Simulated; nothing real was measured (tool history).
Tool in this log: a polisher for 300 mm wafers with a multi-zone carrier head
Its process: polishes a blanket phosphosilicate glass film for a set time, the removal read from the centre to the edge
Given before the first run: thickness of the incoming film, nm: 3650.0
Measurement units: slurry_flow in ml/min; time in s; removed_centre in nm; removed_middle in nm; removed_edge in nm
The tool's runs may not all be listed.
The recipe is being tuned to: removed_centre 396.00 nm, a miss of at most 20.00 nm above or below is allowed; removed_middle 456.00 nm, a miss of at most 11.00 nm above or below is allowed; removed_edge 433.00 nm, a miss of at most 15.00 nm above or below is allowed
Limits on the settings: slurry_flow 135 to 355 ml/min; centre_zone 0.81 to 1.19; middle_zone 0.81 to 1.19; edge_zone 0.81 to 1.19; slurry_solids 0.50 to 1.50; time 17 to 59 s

run 1 hour=0.0 | slurry_flow=225 centre_zone=1.00 middle_zone=1.00 edge_zone=1.00 slurry_solids=1.00 time=38 | removed_centre=360.22 removed_middle=355.55 removed_edge=368.13
run 2 hour=7.8 | slurry_flow=225 centre_zone=1.00 middle_zone=1.00 edge_zone=1.00 slurry_solids=1.10 time=38 | removed_centre=374.02 removed_middle=372.93 removed_edge=385.35
run 3 hour=11.9 | slurry_flow=225 centre_zone=1.00 middle_zone=1.00 edge_zone=1.07 slurry_solids=1.10 time=38 | removed_centre=389.54 removed_middle=376.23 removed_edge=398.29
run 4 hour=18.0 | slurry_flow=225 centre_zone=1.00 middle_zone=1.00 edge_zone=1.12 slurry_solids=1.10 time=38 | removed_centre=381.69 removed_middle=378.12 removed_edge=408.80
run 5 hour=21.0 | slurry_flow=245 centre_zone=0.99 middle_zone=1.05 edge_zone=1.13 slurry_solids=1.10 time=38 | removed_centre=374.54 removed_middle=394.11 removed_edge=409.85
run 6 hour=29.9 | slurry_flow=250 centre_zone=1.00 middle_zone=1.09 edge_zone=1.14 slurry_solids=1.15 time=38 | removed_centre=385.79 removed_middle=414.51 removed_edge=423.86
run 7 hour=33.6 | slurry_flow=260 centre_zone=1.01 middle_zone=1.12 edge_zone=1.14 slurry_solids=1.15 time=38 | removed_centre=406.19 removed_middle=427.09 removed_edge=413.56
run 8 hour=38.7 | slurry_flow=275 centre_zone=0.93 middle_zone=1.16 edge_zone=1.19 slurry_solids=1.20 time=38 | removed_centre=371.20 removed_middle=451.61 removed_edge=451.95

Consider the 5 candidate settings below. Which is the only one whose results all fall within their allowed miss of target?
run A hour=43.8 | slurry_flow=240 centre_zone=0.83 middle_zone=1.18 edge_zone=1.19 slurry_solids=1.30 time=37 | removed_centre=? removed_middle=? removed_edge=?
run B hour=43.8 | slurry_flow=305 centre_zone=0.81 middle_zone=1.19 edge_zone=1.19 slurry_solids=1.35 time=35 | removed_centre=? removed_middle=? removed_edge=?
run C hour=43.8 | slurry_flow=290 centre_zone=0.91 middle_zone=1.19 edge_zone=1.12 slurry_solids=1.15 time=37 | removed_centre=? removed_middle=? removed_edge=?
run D hour=43.8 | slurry_flow=285 centre_zone=0.92 middle_zone=1.19 edge_zone=1.13 slurry_solids=1.15 time=38 | removed_centre=? removed_middle=? removed_edge=?
run E hour=43.8 | slurry_flow=285 centre_zone=0.97 middle_zone=1.19 edge_zone=1.15 slurry_solids=1.15 time=39 | removed_centre=? removed_middle=? removed_edge=?

move=A removed_centre=333.59 removed_middle=448.11 removed_edge=441.86
move=B removed_centre=321.26 removed_middle=443.95 removed_edge=432.43
move=C removed_centre=353.94 removed_middle=434.93 removed_edge=411.19
move=D removed_centre=366.86 removed_middle=445.92 removed_edge=423.69
move=E removed_centre=397.15 removed_middle=457.52 removed_edge=438.78
A: brings the last run's worst result on target, with another outside its allowed miss
B: brings the last run's worst result on target, with another outside its allowed miss
C: pushes the last run's worst result past its target
D: brings the last run's worst result on target, with another outside its allowed miss
E: every result within its allowed miss
So the answer is move E, the one that meets all the targets.
